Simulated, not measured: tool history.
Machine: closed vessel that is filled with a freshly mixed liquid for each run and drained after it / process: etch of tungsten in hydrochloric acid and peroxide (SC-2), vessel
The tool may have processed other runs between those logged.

run  hour  temperature setpoint of the liquid (K)  parts of water to one part each of 37 % hydrochloric acid and 30 % peroxide (parts by volume)  time in the liquid (s)  thickness taken off the tungsten on a monitor wafer (angstrom)
  1   0.0                                  336.15                                                                                            9.5                      90                                                          279.02
  2   2.7                                  336.65                                                                                            9.5                      90                                                          284.26
  3   9.3                                  337.15                                                                                            9.5                      90                                                          292.66
  4  16.3                                  339.65                                                                                            9.5                      90                                                          339.51
     18.5  -- chemicals flow meter replaced
  5  18.5                                  336.65                                                                                            9.5                      90                                                          267.78
  6  22.1                                  331.15                                                                                            9.5                      90                                                          191.10
  7  23.5                                  332.15                                                                                            9.5                      90                                                          201.74

Estimate the outcome of run 8 from the log above:
  8  28.9                                  340.15                                                                                            9.5                      90                                                               ?

{"run 8": {"thickness taken off the tungsten on a monitor wafer (angstrom)": 340.47}}
